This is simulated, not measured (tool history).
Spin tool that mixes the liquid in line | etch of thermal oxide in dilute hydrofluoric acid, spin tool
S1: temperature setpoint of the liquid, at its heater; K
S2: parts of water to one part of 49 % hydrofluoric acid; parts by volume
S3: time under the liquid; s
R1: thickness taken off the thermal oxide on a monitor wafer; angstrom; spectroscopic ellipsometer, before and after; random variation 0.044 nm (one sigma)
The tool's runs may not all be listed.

Run 1, day 0.000: S1 297.15 K, S2 50 parts by volume, S3 45 s. Result: R1 49.090 angstrom.
Run 2, day 0.146: S1 298.65 K, S2 45 parts by volume, S3 45 s. Result: R1 58.433 angstrom.
Run 3, day 0.488: S1 299.65 K, S2 40 parts by volume, S3 45 s. Result: R1 68.541 angstrom.
Run 4, day 0.721: S1 299.65 K, S2 40 parts by volume, S3 20 s. Result: R1 30.571 angstrom.
Run 5, day 1.038: S1 298.15 K, S2 35 parts by volume, S3 25 s. Result: R1 41.383 angstrom.
Run 6, day 1.338: S1 294.65 K, S2 35 parts by volume, S3 25 s. Result: R1 35.651 angstrom.
Run 7, day 1.379: S1 296.65 K, S2 30 parts by volume, S3 30 s. Result: R1 54.670 angstrom.
Run 8, day 1.442: S1 296.65 K, S2 30 parts by volume, S3 30 s. Result: R1 55.121 angstrom.
Run 9, day 1.812: S1 298.15 K, S2 30 parts by volume, S3 35 s. Result: R1 68.199 angstrom.
Run 10, day 1.962: S1 302.15 K, S2 25 parts by volume, S3 35 s. Result: R1 96.796 angstrom.
Run 11, day 2.179: S1 302.65 K, S2 25 parts by volume, S3 35 s. Result: R1 98.936 angstrom.
Run 12, day 2.458: S1 303.15 K, S2 25 parts by volume, S3 35 s. Result: R1 101.110 angstrom.
Run 13, day 2.696: S1 303.65 K, S2 25 parts by volume, S3 35 s. Result: R1 103.260 angstrom.

The next listed run, before its measurement:
Run 14, day 2.812: S1 304.15 K, S2 25 parts by volume, S3 35 s. Result: R1 ?.

{"run 14": {"R1": 105.31}}
